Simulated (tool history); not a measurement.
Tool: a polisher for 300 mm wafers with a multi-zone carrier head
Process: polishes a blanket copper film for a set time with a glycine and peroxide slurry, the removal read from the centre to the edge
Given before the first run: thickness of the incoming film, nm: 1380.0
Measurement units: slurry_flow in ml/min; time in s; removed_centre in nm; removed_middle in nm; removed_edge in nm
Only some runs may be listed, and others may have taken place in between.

{"run": 1, "hour": 0.0, "slurry_flow": 315, "centre_zone": 1.0, "middle_zone": 1.0, "edge_zone": 1.0, "time": 71, "removed_centre": 281.53, "removed_middle": 283.3, "removed_edge": 276.26}
{"run": 2, "hour": 1.6, "slurry_flow": 310, "centre_zone": 0.99, "middle_zone": 0.98, "edge_zone": 0.96, "time": 65, "removed_centre": 254.42, "removed_middle": 256.87, "removed_edge": 247.45}
{"run": 3, "hour": 3.4, "slurry_flow": 340, "centre_zone": 0.99, "middle_zone": 0.98, "edge_zone": 0.96, "time": 65, "removed_centre": 259.16, "removed_middle": 258.68, "removed_edge": 250.05}
{"run": 4, "hour": 9.4, "slurry_flow": 340, "centre_zone": 0.99, "middle_zone": 0.98, "edge_zone": 0.99, "time": 65, "removed_centre": 251.69, "removed_middle": 254.69, "removed_edge": 248.28}
{"run": 5, "hour": 11.3, "slurry_flow": 345, "centre_zone": 0.99, "middle_zone": 0.97, "edge_zone": 0.97, "time": 60, "removed_centre": 236.16, "removed_middle": 234.47, "removed_edge": 231.96}
{"run": 6, "hour": 17.2, "slurry_flow": 285, "centre_zone": 0.99, "middle_zone": 0.97, "edge_zone": 0.97, "time": 60, "removed_centre": 234.11, "removed_middle": 230.64, "removed_edge": 226.29}
{"run": 7, "hour": 19.9, "slurry_flow": 275, "centre_zone": 0.98, "middle_zone": 0.96, "edge_zone": 0.94, "time": 58, "removed_centre": 219.07, "removed_middle": 222.6, "removed_edge": 216.17}
{"run": 8, "hour": 22.6, "slurry_flow": 265, "centre_zone": 0.98, "middle_zone": 0.94, "edge_zone": 0.91, "time": 57, "removed_centre": 212.89, "removed_middle": 214.23, "removed_edge": 209.01}

Run 9, settings as shown, results not yet in. Your forecast:
{"run": 9, "hour": 28.9, "slurry_flow": 265, "centre_zone": 0.98, "middle_zone": 0.94, "edge_zone": 0.91, "time": 57, "removed_centre": "?", "removed_middle": "?", "removed_edge": "?"}

removed_centre: 215.06 nm
removed_middle: 213.76 nm
removed_edge: 206.52 nm

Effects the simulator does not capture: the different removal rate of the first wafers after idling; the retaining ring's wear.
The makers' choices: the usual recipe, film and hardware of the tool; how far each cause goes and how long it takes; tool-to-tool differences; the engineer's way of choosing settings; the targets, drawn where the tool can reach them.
